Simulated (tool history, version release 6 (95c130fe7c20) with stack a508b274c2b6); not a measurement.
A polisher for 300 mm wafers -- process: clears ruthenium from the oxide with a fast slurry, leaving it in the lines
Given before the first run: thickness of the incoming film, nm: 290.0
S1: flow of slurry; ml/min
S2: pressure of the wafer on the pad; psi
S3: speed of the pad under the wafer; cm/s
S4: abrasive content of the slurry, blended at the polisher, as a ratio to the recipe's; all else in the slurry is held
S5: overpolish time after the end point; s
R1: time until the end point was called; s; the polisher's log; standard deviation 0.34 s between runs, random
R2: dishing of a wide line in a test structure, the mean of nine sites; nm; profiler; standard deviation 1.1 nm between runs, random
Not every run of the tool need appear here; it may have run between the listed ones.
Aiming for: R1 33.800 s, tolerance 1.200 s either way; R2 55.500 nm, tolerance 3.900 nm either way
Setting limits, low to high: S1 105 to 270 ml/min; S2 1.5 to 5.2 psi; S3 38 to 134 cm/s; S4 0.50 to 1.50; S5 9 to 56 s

run	hour	S1	S2	S3	S4	S5	R1	R2
1	0.0	175	3.3	86	1.00	29	70.792	78.270
2	7.2	180	3.6	88	1.00	26	62.689	77.760
3	8.9	180	3.6	110	1.00	26	51.725	91.317
4	16.6	155	3.6	110	1.00	26	52.645	88.492
5	25.3	145	3.8	108	1.00	23	50.855	81.450
6	33.8	145	3.8	108	0.90	23	55.641	78.457
# hour 38.7: worn pad replaced by a new one
7	38.7	140	3.9	106	1.00	21	48.779	80.732
8	46.2	140	3.9	106	1.00	21	48.058	79.041
9	54.2	135	4.0	102	1.05	19	47.666	75.067
10	57.3	130	4.1	98	1.10	17	47.952	69.501
11	65.6	125	4.2	94	1.15	16	48.356	64.594

Exactly one of the 5 candidate moves below puts every result within its allowed miss. Which one?
A	73.9	175	4.7	96	1.15	18	?	?
B	73.9	160	4.9	110	1.15	9	?	?
C	73.9	105	4.2	90	0.95	16	?	?
D	73.9	110	5.1	68	1.20	23	?	?
E	73.9	115	3.4	76	1.05	20	?	?

move	R1	R2
A	40.016	85.710
B	34.216	56.646
C	59.462	57.713
D	55.565	80.712
E	77.468	55.780
A: nearer the targets than the last run, but a result is still out of spec
B: all results in spec
C: its largest miss is bigger than the last run's
D: its largest miss is bigger than the last run's
E: its largest miss is bigger than the last run's
The right move is B.

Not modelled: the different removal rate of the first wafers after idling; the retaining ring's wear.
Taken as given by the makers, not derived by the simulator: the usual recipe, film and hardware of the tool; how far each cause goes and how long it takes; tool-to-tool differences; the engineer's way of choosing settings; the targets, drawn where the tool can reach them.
